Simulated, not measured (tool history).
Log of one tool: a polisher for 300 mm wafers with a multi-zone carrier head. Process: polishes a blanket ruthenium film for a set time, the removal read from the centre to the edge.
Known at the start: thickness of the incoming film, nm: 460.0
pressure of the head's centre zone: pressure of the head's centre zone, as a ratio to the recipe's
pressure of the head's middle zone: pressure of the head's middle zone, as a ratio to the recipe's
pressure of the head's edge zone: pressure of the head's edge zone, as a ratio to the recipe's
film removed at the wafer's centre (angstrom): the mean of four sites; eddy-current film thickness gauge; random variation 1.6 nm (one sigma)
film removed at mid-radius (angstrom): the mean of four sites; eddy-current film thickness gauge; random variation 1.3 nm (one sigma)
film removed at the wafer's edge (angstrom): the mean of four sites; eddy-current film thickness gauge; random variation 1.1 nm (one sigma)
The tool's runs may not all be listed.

run	hour	flow of slurry (ml/min)	pressure of the head's centre zone	pressure of the head's middle zone	pressure of the head's edge zone	polishing time (s)	film removed at the wafer's centre (angstrom)	film removed at mid-radius (angstrom)	film removed at the wafer's edge (angstrom)
1	0	135	1	1	1	53	814.27	861.88	885.84
2	7.3	140	1	1.01	1.04	56	914.49	940.22	971.79
3	13	140	1.05	1.01	1.04	56	914.12	952.15	961.68
4	14.6	145	1.01	1.03	1.08	58	935.05	1002.6	1024.1
5	18.4	145	1.08	1.03	1.08	58	971.3	988.01	1028.8
6	22.2	145	1.08	1.03	1.14	58	998.23	998.57	1046.9
7	25.5	145	1.08	1.03	1.14	58	970.94	989.86	1068.9
# hour 28.8: centre zone pressure recalibrated
8	28.8	145	1.08	1.03	1.14	58	1024	985.89	1061
9	35.1	150	1.04	1.04	1.15	60	1061.3	1029.3	1111.1
10	36.8	135	1.03	1.06	1.16	62	1019.4	1052.2	1123.3
11	42.3	140	1	1.07	1.17	63	1026.7	1095.3	1161.5
12	50.5	145	0.99	1.07	1.18	64	1059.2	1115.5	1211.3

Forecast run 13:
13	56.8	150	0.98	1.08	1.18	64	?	?	?

{"run 13": {"film removed at the wafer's centre (angstrom)": 1054.8, "film removed at mid-radius (angstrom)": 1136.6, "film removed at the wafer's edge (angstrom)": 1188.7}}
